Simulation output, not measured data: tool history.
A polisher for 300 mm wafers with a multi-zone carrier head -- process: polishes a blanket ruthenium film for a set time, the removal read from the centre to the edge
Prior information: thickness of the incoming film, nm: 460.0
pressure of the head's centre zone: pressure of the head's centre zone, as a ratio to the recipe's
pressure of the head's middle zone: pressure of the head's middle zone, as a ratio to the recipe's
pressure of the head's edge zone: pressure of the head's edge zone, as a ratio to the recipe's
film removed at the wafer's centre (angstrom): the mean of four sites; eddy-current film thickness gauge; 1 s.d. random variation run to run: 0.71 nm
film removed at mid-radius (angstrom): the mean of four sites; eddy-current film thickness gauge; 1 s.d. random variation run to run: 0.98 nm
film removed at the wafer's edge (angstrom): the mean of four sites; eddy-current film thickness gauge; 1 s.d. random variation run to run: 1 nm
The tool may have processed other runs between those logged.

run	day	flow of slurry (ml/min)	pressure of the head's centre zone	pressure of the head's middle zone	pressure of the head's edge zone	polishing time (s)	film removed at the wafer's centre (angstrom)	film removed at mid-radius (angstrom)	film removed at the wafer's edge (angstrom)
1	0	270	1	1	1	76	972.51	949.07	951.1
2	0.258	270	1	1	0.96	76	973.38	941	932.75
3	0.508	270	1	1	0.92	76	966.5	950.15	925.23
4	0.65	270	1	1	0.92	58	739.84	719.23	689.74
5	0.929	275	1.01	1.02	0.96	60	784.81	775.53	731.28
6	1.042	285	1.01	1.02	0.99	61	790.1	765.57	770.24

Expected results for the next run?
7	1.204	290	1.02	1.04	0.99	61	?	?	?

Run 7 yielded film removed at the wafer's centre (angstrom) 791.99, film removed at mid-radius (angstrom) 785.61, film removed at the wafer's edge (angstrom) 782.57.

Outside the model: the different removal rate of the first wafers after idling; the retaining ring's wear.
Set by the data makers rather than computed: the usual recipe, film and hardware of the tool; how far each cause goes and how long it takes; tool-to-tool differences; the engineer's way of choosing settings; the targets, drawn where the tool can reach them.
